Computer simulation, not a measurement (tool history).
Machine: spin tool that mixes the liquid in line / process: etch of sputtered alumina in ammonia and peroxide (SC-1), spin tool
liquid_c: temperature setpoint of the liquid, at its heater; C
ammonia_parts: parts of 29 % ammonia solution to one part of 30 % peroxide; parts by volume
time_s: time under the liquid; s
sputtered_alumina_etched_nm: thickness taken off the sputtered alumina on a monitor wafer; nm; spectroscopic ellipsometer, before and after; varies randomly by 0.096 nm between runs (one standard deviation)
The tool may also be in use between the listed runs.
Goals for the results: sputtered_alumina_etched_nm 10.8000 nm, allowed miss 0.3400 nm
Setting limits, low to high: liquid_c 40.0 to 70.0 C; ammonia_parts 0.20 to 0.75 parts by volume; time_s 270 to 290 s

run	hour	liquid_c	ammonia_parts	time_s	sputtered_alumina_etched_nm
1	0.0	56.0	0.45	270	18.5220
2	5.3	62.5	0.45	270	25.5200
3	9.6	59.5	0.45	270	22.1210
4	17.8	59.5	0.45	270	21.8710
5	26.4	59.5	0.45	290	23.5590
6	34.8	57.0	0.45	290	21.0920
7	41.4	55.0	0.45	290	18.5430
8	47.1	53.5	0.45	290	17.1110
9	49.7	52.0	0.45	290	15.9170
10	58.0	44.0	0.45	290	10.1750
11	62.4	44.0	0.45	290	10.1750

Which one of the following 4 next-run settings gets every result inside its allowed miss? There is exactly one.
A	66.8	46.5	0.45	285	?
B	66.8	44.0	0.60	270	?
C	66.8	42.5	0.35	290	?
D	66.8	45.0	0.55	285	?

move	sputtered_alumina_etched_nm
A	11.5980
B	9.7963
C	9.1669
D	10.8580
A: takes the result that was furthest off past its target
B: misses by more than the last run did
C: misses by more than the last run did
D: all results land within tolerance of their targets
D meets every target.
